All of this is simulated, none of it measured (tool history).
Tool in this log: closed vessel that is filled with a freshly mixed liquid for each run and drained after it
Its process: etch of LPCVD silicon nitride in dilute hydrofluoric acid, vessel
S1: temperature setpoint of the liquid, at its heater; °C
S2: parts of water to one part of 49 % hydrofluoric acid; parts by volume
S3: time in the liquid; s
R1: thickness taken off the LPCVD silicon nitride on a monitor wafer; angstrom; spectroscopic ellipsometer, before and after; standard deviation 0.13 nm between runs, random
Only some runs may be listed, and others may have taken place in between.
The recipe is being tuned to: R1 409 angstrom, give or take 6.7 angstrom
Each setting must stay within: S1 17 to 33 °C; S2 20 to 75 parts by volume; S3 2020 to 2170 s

run	day	S1	S2	S3	R1
1	0	25	45	2020	246.86
2	0.129	27.5	45	2020	293.19
3	0.279	29	45	2020	321.15
4	0.592	29	45	2170	347.43
5	0.854	27.5	45	2170	314.44
6	0.992	28.5	45	2170	335.88
7	1.325	29.5	45	2170	358.7
8	1.483	30	45	2170	369.72
9	1.888	30.5	45	2170	383.12

5 candidate next runs follow, results not yet known. Just one meets every target within its allowed miss. Identify it.
A	2.292	30	40	2045	?
B	2.292	30	40	2060	?
C	2.292	28.5	35	2170	?
D	2.292	29	40	2170	?
E	2.292	31.5	45	2165	?

move	R1
A	390.97
B	393.84
C	428.72
D	388.72
E	405.92
A: closes in on the targets versus the last run, not all within tolerance yet
B: closes in on the targets versus the last run, not all within tolerance yet
C: the result that was furthest off in the last run now lies on the other side of its target
D: closes in on the targets versus the last run, not all within tolerance yet
E: meets every target
The move that meets every target is E.

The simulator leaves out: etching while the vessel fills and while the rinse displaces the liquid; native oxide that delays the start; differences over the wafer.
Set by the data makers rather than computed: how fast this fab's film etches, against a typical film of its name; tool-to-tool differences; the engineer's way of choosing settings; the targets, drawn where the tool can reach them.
